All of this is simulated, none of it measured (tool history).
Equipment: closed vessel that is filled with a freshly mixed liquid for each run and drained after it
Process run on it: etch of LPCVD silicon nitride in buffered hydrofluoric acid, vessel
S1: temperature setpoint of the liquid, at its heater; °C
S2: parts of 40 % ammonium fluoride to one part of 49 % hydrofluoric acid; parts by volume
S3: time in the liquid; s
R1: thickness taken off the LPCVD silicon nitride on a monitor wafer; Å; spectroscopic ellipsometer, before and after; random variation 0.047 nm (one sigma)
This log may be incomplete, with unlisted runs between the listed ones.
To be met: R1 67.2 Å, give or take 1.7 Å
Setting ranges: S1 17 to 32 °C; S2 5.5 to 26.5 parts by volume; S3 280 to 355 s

| run | hour | S1 | S2 | S3 | R1 |
|---|---|---|---|---|---|
| 1 | 0 | 25 | 16 | 355 | 34.582 |
| 2 | 4.4 | 27 | 14.5 | 355 | 43.002 |
| 3 | 6.3 | 27 | 14.5 | 280 | 33.399 |
| 4 | 10.9 | 28 | 12 | 285 | 43.888 |
| 5 | 19.2 | 25.5 | 12 | 285 | 37.248 |
| 6 | 22.7 | 25.5 | 12 | 280 | 37.082 |
| 7 | 28.5 | 27 | 11 | 280 | 44.037 |
| 8 | 32.6 | 28.5 | 10.5 | 280 | 50.028 |
| 9 | 41.8 | 29.5 | 10 | 280 | 55.775 |
| 10 | 50.7 | 30 | 10 | 280 | 56.196 |
| 11 | 57.2 | 30.5 | 10 | 280 | 57.76 |
| 12 | 61.9 | 31 | 9.5 | 280 | 61.84 |
| 13 | 64.6 | 31 | 9.5 | 280 | 61.65 |
| 14 | 72.1 | 31.5 | 9.5 | 280 | 63.175 |

4 next moves are on the table. One of them brings every result within its allowed miss. Which?
| A | 79.6 | 32 | 11 | 300 | ? |
| B | 79.6 | 31 | 10.5 | 310 | ? |
| C | 79.6 | 31.5 | 9.5 | 285 | ? |
| D | 79.6 | 31 | 9 | 295 | ? |

| move | R1 |
|---|---|
| A | 60.974 |
| B | 62.584 |
| C | 63.945 |
| D | 66.712 |
A: further off than the last run
B: further off than the last run
C: better than the last run, though not everything is in spec
D: every result within its allowed miss
Go with D: it meets all targets.

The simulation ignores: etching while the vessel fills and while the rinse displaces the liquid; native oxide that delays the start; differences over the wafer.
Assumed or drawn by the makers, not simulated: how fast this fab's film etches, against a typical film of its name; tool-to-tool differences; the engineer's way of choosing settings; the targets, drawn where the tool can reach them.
